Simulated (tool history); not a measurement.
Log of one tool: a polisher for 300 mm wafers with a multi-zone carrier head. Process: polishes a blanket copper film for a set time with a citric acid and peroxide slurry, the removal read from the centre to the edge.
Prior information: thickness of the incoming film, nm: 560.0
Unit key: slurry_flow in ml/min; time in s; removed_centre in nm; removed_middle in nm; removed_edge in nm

run,hour,slurry_flow,centre_zone,middle_zone,edge_zone,slurry_solids,time,removed_centre,removed_middle,removed_edge
1,0.0,135,1.00,1.00,1.00,1.00,77,207.42,205.88,202.15
2,3.4,135,1.00,0.96,1.00,1.00,77,208.84,196.57,204.68
3,11.7,135,0.99,0.96,0.99,0.95,76,198.55,196.89,202.84
4,12.8,135,1.00,0.96,0.99,0.90,74,194.71,186.62,193.46
5,17.3,135,1.00,0.96,0.98,0.85,73,195.29,177.91,182.41
6,18.7,130,0.99,0.96,0.97,0.80,73,183.65,179.44,184.45
7,21.1,130,0.99,0.96,0.97,0.75,72,183.18,180.04,178.78
8,29.0,130,0.99,0.95,0.96,0.70,71,178.17,173.95,174.89

Estimate the outcome of run 9 from the log above:
9,30.4,130,0.99,0.94,0.96,0.70,70,?,?,?

{"run 9": {"removed_centre": 175.73, "removed_middle": 170.07, "removed_edge": 177.3}}
